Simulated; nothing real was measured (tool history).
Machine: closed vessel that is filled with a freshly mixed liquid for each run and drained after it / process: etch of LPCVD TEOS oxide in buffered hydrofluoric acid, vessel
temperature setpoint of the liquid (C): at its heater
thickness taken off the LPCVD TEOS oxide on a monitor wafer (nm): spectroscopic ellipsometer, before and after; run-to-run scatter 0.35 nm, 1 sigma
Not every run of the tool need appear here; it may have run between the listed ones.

run  hour  temperature setpoint of the liquid (C)  parts of 40 % ammonium fluoride to one part of 49 % hydrofluoric acid (parts by volume)  time in the liquid (s)  thickness taken off the LPCVD TEOS oxide on a monitor wafer (nm)
  1     0                                      21                                                                                       19                      90                                                            79.777
  2   6.7                                    24.5                                                                                       19                      90                                                            95.318
  3  10.9                                    24.5                                                                                       16                      90                                                            113.28
  4  16.5                                    24.5                                                                                     13.5                      90                                                            134.22
  5  24.7                                    24.5                                                                                       10                      90                                                            182.24
  6  33.4                                      22                                                                                       10                      90                                                            157.35
  7    38                                      21                                                                                     12.5                      90                                                            120.15
  8  40.9                                      20                                                                                     14.5                      90                                                            96.598
  9  44.7                                    19.5                                                                                     15.5                      90                                                             87.97
 10  51.9                                      19                                                                                     16.5                      90                                                            81.513
 11  52.8                                    18.5                                                                                     17.5                      90                                                             74.15
 12  54.7                                      18                                                                                       18                      90                                                            70.495

What will run 13 give?
 13  60.2                                      18                                                                                     18.5                      90                                                                 ?

Run 13 produced thickness taken off the LPCVD TEOS oxide on a monitor wafer (nm) 68.192.
